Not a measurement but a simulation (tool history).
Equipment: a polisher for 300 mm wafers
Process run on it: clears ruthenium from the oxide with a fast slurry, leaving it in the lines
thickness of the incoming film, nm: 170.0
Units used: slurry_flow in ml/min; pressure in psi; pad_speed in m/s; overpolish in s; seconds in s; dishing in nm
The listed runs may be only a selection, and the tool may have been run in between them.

run,hour,slurry_flow,pressure,pad_speed,slurry_solids,overpolish,seconds,dishing
1,0.0,295,3.0,1.10,1.0,26,39.727,78.586
2,2.2,295,3.0,0.94,1.0,26,45.149,70.363
3,6.9,295,3.0,0.94,1.0,21,44.800,59.563
4,13.1,295,3.0,0.78,1.0,21,53.661,52.053
5,20.3,295,3.0,0.78,1.0,10,53.537,26.815
6,24.0,250,3.0,0.78,1.0,10,54.538,26.146
7,29.9,265,3.1,0.78,1.0,10,51.846,26.525
# hour 38.5: worn pad replaced by a new one
8,38.5,275,3.2,0.78,1.0,11,46.167,32.444
9,39.8,290,3.2,0.78,1.0,11,46.650,32.497
10,45.1,290,3.7,0.78,1.0,15,40.784,50.241
11,53.1,285,3.7,0.78,1.0,15,40.483,49.073
12,60.1,280,3.7,0.78,1.0,15,40.385,50.147

Predict the results of run 13:
13,62.4,275,3.7,0.78,1.0,15,?,?

{"run 13": {"seconds": 40.636, "dishing": 48.836}}
